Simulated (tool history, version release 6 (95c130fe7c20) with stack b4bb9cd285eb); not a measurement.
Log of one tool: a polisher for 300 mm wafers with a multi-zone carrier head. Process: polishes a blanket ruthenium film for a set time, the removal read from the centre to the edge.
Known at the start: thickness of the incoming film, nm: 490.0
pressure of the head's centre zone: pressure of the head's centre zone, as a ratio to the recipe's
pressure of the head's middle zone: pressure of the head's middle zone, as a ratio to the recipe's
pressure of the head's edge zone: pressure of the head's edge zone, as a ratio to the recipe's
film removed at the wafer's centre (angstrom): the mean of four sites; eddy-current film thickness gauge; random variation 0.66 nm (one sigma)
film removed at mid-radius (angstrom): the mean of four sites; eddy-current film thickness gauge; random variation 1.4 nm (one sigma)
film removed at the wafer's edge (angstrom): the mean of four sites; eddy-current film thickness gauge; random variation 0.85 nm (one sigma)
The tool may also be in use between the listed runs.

run	hour	flow of slurry (ml/min)	pressure of the head's centre zone	pressure of the head's middle zone	pressure of the head's edge zone	polishing time (s)	film removed at the wafer's centre (angstrom)	film removed at mid-radius (angstrom)	film removed at the wafer's edge (angstrom)
1	0	200	1	1	1	79	748.79	796.54	797.42
2	6.6	225	1	1	1	79	757.18	814.96	815.32
3	12.4	235	1.02	1	1.03	81	809.04	849.41	851.34
4	13.8	260	1.02	1	1.03	81	810.66	845.53	847.92
5	14.5	260	1.11	1	1.03	81	866.18	844.83	854.89
6	20.3	260	1.11	1	0.96	81	867.96	845.79	832.77
7	27	255	1.1	0.99	0.99	84	884.36	885.12	869.97
# hour 33.7: centre zone pressure recalibrated
8	33.7	255	1.09	0.97	1.02	86	954.41	870.81	896.93
9	41.2	255	1.09	0.97	1.02	86	950.53	866.34	898.24

The next listed run, before its measurement:
10	47.2	255	1.06	0.97	1.05	87	?	?	?

film removed at the wafer's centre (angstrom): 927.87
film removed at mid-radius (angstrom): 889.2
film removed at the wafer's edge (angstrom): 922.3

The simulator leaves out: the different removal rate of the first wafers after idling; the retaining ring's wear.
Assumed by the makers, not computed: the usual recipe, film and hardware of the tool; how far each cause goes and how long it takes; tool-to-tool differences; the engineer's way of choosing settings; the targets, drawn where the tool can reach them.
